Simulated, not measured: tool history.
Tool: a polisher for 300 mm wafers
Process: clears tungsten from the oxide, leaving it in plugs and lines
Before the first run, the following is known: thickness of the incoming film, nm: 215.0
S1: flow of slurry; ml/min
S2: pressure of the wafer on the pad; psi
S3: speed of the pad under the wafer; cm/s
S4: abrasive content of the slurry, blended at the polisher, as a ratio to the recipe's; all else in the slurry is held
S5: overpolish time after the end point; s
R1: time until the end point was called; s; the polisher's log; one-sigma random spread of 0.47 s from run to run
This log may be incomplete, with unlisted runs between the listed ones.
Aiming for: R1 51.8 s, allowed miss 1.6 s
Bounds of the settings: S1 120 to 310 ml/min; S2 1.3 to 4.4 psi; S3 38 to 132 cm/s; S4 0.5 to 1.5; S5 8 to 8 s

{"run": 1, "hour": 0.0, "S1": 200, "S2": 2.8, "S3": 84, "S4": 1, "S5": 8, "R1": 72.671}
{"run": 2, "hour": 2.2, "S1": 205, "S2": 3, "S3": 84, "S4": 1, "S5": 8, "R1": 68.203}
{"run": 3, "hour": 3.8, "S1": 205, "S2": 3, "S3": 64, "S4": 1, "S5": 8, "R1": 88.592}
{"run": 4, "hour": 6.0, "S1": 170, "S2": 3, "S3": 64, "S4": 1, "S5": 8, "R1": 91.92}
{"run": 5, "hour": 11.3, "S1": 170, "S2": 3.3, "S3": 64, "S4": 1, "S5": 8, "R1": 83.716}
{"run": 6, "hour": 12.5, "S1": 190, "S2": 3.6, "S3": 66, "S4": 1, "S5": 8, "R1": 74.874}
{"run": 7, "hour": 19.7, "S1": 195, "S2": 3.8, "S3": 68, "S4": 1, "S5": 8, "R1": 67.175}
{"run": 8, "hour": 27.1, "S1": 205, "S2": 4, "S3": 68, "S4": 1, "S5": 8, "R1": 65.217}

Of the 4 settings listed for the next run, only one would bring every result within its allowed miss of target. Which one?
{"run": "A", "hour": 34.5, "S1": 210, "S2": 3.5, "S3": 58, "S4": 1, "S5": 8, "R1": "?"}
{"run": "B", "hour": 34.5, "S1": 135, "S2": 4, "S3": 64, "S4": 0.9, "S5": 8, "R1": "?"}
{"run": "C", "hour": 34.5, "S1": 235, "S2": 4, "S3": 84, "S4": 0.95, "S5": 8, "R1": "?"}
{"run": "D", "hour": 34.5, "S1": 190, "S2": 3.5, "S3": 52, "S4": 1, "S5": 8, "R1": "?"}

move=A R1=85.728
move=B R1=76.567
move=C R1=52.926
move=D R1=96.552
A: lands further from the targets than the last run did
B: lands further from the targets than the last run did
C: every result within its allowed miss
D: lands further from the targets than the last run did
The right move is C.
